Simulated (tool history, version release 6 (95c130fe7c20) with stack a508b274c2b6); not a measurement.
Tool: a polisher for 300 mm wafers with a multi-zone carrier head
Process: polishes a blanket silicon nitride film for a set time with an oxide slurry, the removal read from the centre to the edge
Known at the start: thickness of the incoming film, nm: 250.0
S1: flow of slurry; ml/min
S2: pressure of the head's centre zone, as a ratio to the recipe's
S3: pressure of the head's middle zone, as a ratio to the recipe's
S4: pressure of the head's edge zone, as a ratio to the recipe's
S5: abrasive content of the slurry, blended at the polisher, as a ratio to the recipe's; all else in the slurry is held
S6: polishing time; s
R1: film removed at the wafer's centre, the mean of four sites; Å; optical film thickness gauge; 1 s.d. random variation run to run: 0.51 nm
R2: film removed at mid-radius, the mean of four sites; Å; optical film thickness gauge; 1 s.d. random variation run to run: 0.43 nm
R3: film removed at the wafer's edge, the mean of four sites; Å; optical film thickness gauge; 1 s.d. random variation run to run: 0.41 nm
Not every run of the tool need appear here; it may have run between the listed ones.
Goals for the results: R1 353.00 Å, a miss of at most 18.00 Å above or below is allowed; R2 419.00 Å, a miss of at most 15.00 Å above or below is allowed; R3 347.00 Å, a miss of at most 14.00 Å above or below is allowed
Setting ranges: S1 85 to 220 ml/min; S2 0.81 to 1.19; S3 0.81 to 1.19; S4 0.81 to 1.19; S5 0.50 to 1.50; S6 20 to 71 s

| run | hour | S1 | S2 | S3 | S4 | S5 | S6 | R1 | R2 | R3 |
|---|---|---|---|---|---|---|---|---|---|---|
| 1 | 0.0 | 140 | 1.00 | 1.00 | 1.00 | 1.00 | 45 | 236.30 | 241.15 | 228.62 |
| 2 | 0.7 | 140 | 1.08 | 1.00 | 1.00 | 1.00 | 45 | 255.04 | 240.73 | 236.17 |
| 3 | 8.8 | 140 | 1.08 | 1.00 | 1.00 | 1.00 | 39 | 220.10 | 206.07 | 205.65 |
| 4 | 11.9 | 150 | 1.07 | 1.03 | 1.02 | 1.10 | 41 | 243.01 | 232.86 | 227.48 |
| 5 | 19.3 | 150 | 1.01 | 1.03 | 1.02 | 1.10 | 41 | 227.98 | 231.24 | 228.08 |
| 6 | 27.3 | 155 | 1.00 | 1.06 | 1.00 | 1.15 | 43 | 245.67 | 254.89 | 242.97 |
| 7 | 30.7 | 195 | 0.92 | 1.16 | 0.96 | 1.40 | 52 | 306.48 | 377.32 | 308.55 |
| 8 | 38.1 | 195 | 0.93 | 1.16 | 0.97 | 1.40 | 52 | 308.72 | 369.61 | 314.10 |
| 9 | 45.8 | 195 | 0.93 | 1.17 | 0.97 | 1.40 | 53 | 315.16 | 382.30 | 323.26 |
| 10 | 52.6 | 195 | 0.94 | 1.17 | 0.97 | 1.40 | 53 | 323.44 | 385.53 | 318.77 |
| 11 | 56.2 | 195 | 0.94 | 1.17 | 0.98 | 1.40 | 53 | 310.46 | 385.31 | 327.96 |
| 12 | 64.1 | 195 | 0.95 | 1.17 | 0.97 | 1.40 | 53 | 325.91 | 382.60 | 320.93 |
| 13 | 70.3 | 200 | 0.95 | 1.18 | 0.97 | 1.45 | 54 | 332.33 | 400.98 | 328.31 |
| 14 | 73.2 | 200 | 0.95 | 1.18 | 0.97 | 1.45 | 54 | 340.72 | 395.90 | 337.48 |

Below are 5 possible settings for the next run. Only one of them brings all results inside the allowed miss of their targets. Which is it?
| A | 76.1 | 190 | 0.90 | 1.12 | 1.04 | 1.30 | 57 | ? | ? | ? |
| B | 76.1 | 220 | 1.03 | 1.10 | 1.02 | 1.50 | 53 | ? | ? | ? |
| C | 76.1 | 145 | 0.93 | 1.12 | 0.87 | 1.45 | 62 | ? | ? | ? |
| D | 76.1 | 195 | 0.95 | 1.11 | 1.01 | 1.45 | 54 | ? | ? | ? |
| E | 76.1 | 185 | 0.96 | 1.19 | 0.85 | 1.35 | 56 | ? | ? | ? |

| move | R1 | R2 | R3 |
|---|---|---|---|
| A | 320.39 | 388.31 | 346.87 |
| B | 363.97 | 381.25 | 341.02 |
| C | 352.81 | 417.18 | 347.26 |
| D | 333.15 | 380.53 | 337.44 |
| E | 337.52 | 405.57 | 312.86 |
A: its largest miss is bigger than the last run's
B: its largest miss is bigger than the last run's
C: every result lands within tolerance
D: its largest miss is bigger than the last run's
E: brings the result that was furthest off to its target, and leaves another outside
Move C is the one to make.
